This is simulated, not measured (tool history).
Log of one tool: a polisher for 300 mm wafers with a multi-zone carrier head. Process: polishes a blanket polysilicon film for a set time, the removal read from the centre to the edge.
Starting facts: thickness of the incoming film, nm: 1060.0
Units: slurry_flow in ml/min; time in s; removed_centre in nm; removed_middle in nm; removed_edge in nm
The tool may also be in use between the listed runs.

run 1 hour=0 | slurry_flow=150 centre_zone=1 middle_zone=1 edge_zone=1 time=43 | removed_centre=323.55 removed_middle=316.63 removed_edge=328.5
run 2 hour=3 | slurry_flow=150 centre_zone=0.96 middle_zone=1 edge_zone=1 time=43 | removed_centre=309.85 removed_middle=321.44 removed_edge=325.83
run 3 hour=4.2 | slurry_flow=150 centre_zone=0.96 middle_zone=1 edge_zone=1.06 time=43 | removed_centre=301.79 removed_middle=321.01 removed_edge=337.46
run 4 hour=5.8 | slurry_flow=150 centre_zone=0.97 middle_zone=1 edge_zone=1.03 time=42 | removed_centre=300.75 removed_middle=314.63 removed_edge=324.91
run 5 hour=7.7 | slurry_flow=150 centre_zone=0.97 middle_zone=0.93 edge_zone=1.03 time=42 | removed_centre=297.81 removed_middle=302.17 removed_edge=324.59
run 6 hour=8.4 | slurry_flow=150 centre_zone=0.98 middle_zone=0.93 edge_zone=1.01 time=41 | removed_centre=298.61 removed_middle=290.26 removed_edge=315.61
run 7 hour=12.7 | slurry_flow=150 centre_zone=0.99 middle_zone=0.94 edge_zone=0.99 time=41 | removed_centre=295.52 removed_middle=292.27 removed_edge=311.1
run 8 hour=15.2 | slurry_flow=150 centre_zone=1.01 middle_zone=0.95 edge_zone=0.97 time=41 | removed_centre=300.22 removed_middle=299.93 removed_edge=309.17
run 9 hour=18.9 | slurry_flow=155 centre_zone=1.03 middle_zone=0.94 edge_zone=0.95 time=40 | removed_centre=302.98 removed_middle=293.14 removed_edge=296.99

Estimate the outcome of run 10 from the log above:
run 10 hour=26.2 | slurry_flow=155 centre_zone=1.05 middle_zone=0.93 edge_zone=0.94 time=40 | removed_centre=? removed_middle=? removed_edge=?

{"run 10": {"removed_centre": 308.36, "removed_middle": 284.03, "removed_edge": 301.23}}

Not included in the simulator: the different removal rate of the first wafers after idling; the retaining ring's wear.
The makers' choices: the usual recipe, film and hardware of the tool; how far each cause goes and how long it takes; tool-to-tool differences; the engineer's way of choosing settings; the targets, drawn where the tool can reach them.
